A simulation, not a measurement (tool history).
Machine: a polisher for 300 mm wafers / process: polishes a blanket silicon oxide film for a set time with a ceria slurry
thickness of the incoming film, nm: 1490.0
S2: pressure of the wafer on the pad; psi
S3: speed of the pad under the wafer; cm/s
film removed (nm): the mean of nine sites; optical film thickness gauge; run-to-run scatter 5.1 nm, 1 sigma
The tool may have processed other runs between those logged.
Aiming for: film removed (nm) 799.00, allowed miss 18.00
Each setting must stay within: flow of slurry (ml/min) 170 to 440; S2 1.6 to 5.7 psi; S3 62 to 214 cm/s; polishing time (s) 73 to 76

run 1 hour=0.0 | flow_of_slurry_(ml/min)=280 S2=3.6 S3=138 polishing_time_(s)=73 | film_removed_(nm)=532.46
run 2 hour=8.6 | flow_of_slurry_(ml/min)=280 S2=3.2 S3=138 polishing_time_(s)=73 | film_removed_(nm)=482.64
run 3 hour=10.9 | flow_of_slurry_(ml/min)=280 S2=3.2 S3=138 polishing_time_(s)=76 | film_removed_(nm)=499.01
run 4 hour=18.6 | flow_of_slurry_(ml/min)=280 S2=3.2 S3=138 polishing_time_(s)=76 | film_removed_(nm)=499.29
run 5 hour=19.5 | flow_of_slurry_(ml/min)=285 S2=3.6 S3=138 polishing_time_(s)=76 | film_removed_(nm)=552.32
run 6 hour=22.4 | flow_of_slurry_(ml/min)=285 S2=3.9 S3=138 polishing_time_(s)=76 | film_removed_(nm)=602.32
run 7 hour=28.2 | flow_of_slurry_(ml/min)=285 S2=4.1 S3=138 polishing_time_(s)=76 | film_removed_(nm)=624.00
run 8 hour=34.8 | flow_of_slurry_(ml/min)=285 S2=4.3 S3=138 polishing_time_(s)=76 | film_removed_(nm)=655.22
run 9 hour=37.6 | flow_of_slurry_(ml/min)=290 S2=4.5 S3=138 polishing_time_(s)=76 | film_removed_(nm)=685.40
run 10 hour=40.3 | flow_of_slurry_(ml/min)=290 S2=4.6 S3=138 polishing_time_(s)=76 | film_removed_(nm)=705.14
run 11 hour=48.3 | flow_of_slurry_(ml/min)=290 S2=4.7 S3=138 polishing_time_(s)=76 | film_removed_(nm)=708.43
run 12 hour=57.0 | flow_of_slurry_(ml/min)=290 S2=4.8 S3=138 polishing_time_(s)=76 | film_removed_(nm)=725.26
run 13 hour=60.9 | flow_of_slurry_(ml/min)=290 S2=4.9 S3=138 polishing_time_(s)=76 | film_removed_(nm)=743.83
run 14 hour=65.6 | flow_of_slurry_(ml/min)=295 S2=5.0 S3=138 polishing_time_(s)=76 | film_removed_(nm)=763.22
run 15 hour=69.2 | flow_of_slurry_(ml/min)=295 S2=5.1 S3=138 polishing_time_(s)=76 | film_removed_(nm)=767.74

Which single option among these 4 for the next run brings every result within its allowed miss of target? Just one does.
run A hour=72.8 | flow_of_slurry_(ml/min)=325 S2=5.4 S3=126 polishing_time_(s)=75 | film_removed_(nm)=?
run B hour=72.8 | flow_of_slurry_(ml/min)=280 S2=5.2 S3=142 polishing_time_(s)=76 | film_removed_(nm)=?
run C hour=72.8 | flow_of_slurry_(ml/min)=380 S2=5.5 S3=114 polishing_time_(s)=76 | film_removed_(nm)=?
run D hour=72.8 | flow_of_slurry_(ml/min)=340 S2=5.1 S3=130 polishing_time_(s)=73 | film_removed_(nm)=?

move=A film_removed_(nm)=762.75
move=B film_removed_(nm)=789.49
move=C film_removed_(nm)=752.52
move=D film_removed_(nm)=719.29
A: lands further from the targets than the last run did
B: all results land within tolerance of their targets
C: lands further from the targets than the last run did
D: lands further from the targets than the last run did
B meets every target.
